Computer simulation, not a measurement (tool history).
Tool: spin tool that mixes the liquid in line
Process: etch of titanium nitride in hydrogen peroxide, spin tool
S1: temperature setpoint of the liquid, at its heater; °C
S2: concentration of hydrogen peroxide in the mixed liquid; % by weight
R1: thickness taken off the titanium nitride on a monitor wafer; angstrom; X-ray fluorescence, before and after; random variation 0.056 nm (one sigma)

{"run": 1, "day": 0.0, "S1": 44.0, "S2": 26.0, "time under the liquid (s)": 135, "R1": 75.242}
{"run": 2, "day": 0.083, "S1": 46.0, "S2": 26.0, "time under the liquid (s)": 135, "R1": 87.56}
{"run": 3, "day": 0.308, "S1": 46.0, "S2": 29.0, "time under the liquid (s)": 135, "R1": 90.58}
{"run": 4, "day": 0.679, "S1": 46.0, "S2": 24.5, "time under the liquid (s)": 135, "R1": 87.215}
{"run": 5, "day": 0.967, "S1": 47.5, "S2": 24.5, "time under the liquid (s)": 135, "R1": 96.358}
{"run": 6, "day": 1.112, "S1": 44.5, "S2": 24.5, "time under the liquid (s)": 135, "R1": 76.878}
{"run": 7, "day": 1.371, "S1": 46.0, "S2": 24.5, "time under the liquid (s)": 135, "R1": 85.992}
{"run": 8, "day": 1.512, "S1": 52.0, "S2": 24.5, "time under the liquid (s)": 135, "R1": 133.13}

Forecast run 9:
{"run": 9, "day": 1.783, "S1": 51.5, "S2": 24.5, "time under the liquid (s)": 135, "R1": "?"}

R1: 128.620 angstrom
